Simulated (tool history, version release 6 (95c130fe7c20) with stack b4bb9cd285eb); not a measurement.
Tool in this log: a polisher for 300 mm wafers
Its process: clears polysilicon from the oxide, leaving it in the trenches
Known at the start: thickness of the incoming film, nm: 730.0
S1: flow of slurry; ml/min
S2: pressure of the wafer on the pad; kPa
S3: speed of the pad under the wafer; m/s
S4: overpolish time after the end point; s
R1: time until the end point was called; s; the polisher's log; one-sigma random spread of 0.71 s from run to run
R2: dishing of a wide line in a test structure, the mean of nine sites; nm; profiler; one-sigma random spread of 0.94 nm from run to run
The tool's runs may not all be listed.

run	day	S1	S2	S3	S4	R1	R2
1	0	230	13.1	1.3	13	79.41	56.963
2	0.225	230	13.1	1.02	13	101.11	51.611
3	0.5	235	13.8	1.02	14	97.074	55.389
4	0.625	235	14.5	1.02	14	92.153	56.212
5	0.758	235	14.5	0.84	14	110.69	51.65
6	1.121	240	15.9	0.84	14	103.15	53.2

For run 7, what comes out?
7	1.408	240	17.2	0.84	14	?	?

R1: 94.156 s
R2: 55.595 nm
